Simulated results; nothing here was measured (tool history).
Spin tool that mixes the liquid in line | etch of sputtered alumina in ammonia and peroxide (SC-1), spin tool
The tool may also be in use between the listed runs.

run  hour  temperature setpoint of the liquid (°C)  parts of 29 % ammonia solution to one part of 30 % peroxide (parts by volume)  time under the liquid (s)  thickness taken off the sputtered alumina on a monitor wafer (nm)
  1     0                                       62                                                                              1                        320                                                             43.169
  2   7.3                                       62                                                                              1                        345                                                             46.857
  3    10                                       62                                                                           1.15                        345                                                             47.224
  4  18.1                                       62                                                                           1.15                        320                                                             43.309
  5  19.1                                       66                                                                           1.15                        320                                                             53.378
  6  21.9                                       62                                                                           1.15                        320                                                             43.671

The next listed run, before its measurement:
  7  29.4                                     61.5                                                                           1.15                        320                                                                  ?

{"run 7": {"thickness taken off the sputtered alumina on a monitor wafer (nm)": 42.776}}

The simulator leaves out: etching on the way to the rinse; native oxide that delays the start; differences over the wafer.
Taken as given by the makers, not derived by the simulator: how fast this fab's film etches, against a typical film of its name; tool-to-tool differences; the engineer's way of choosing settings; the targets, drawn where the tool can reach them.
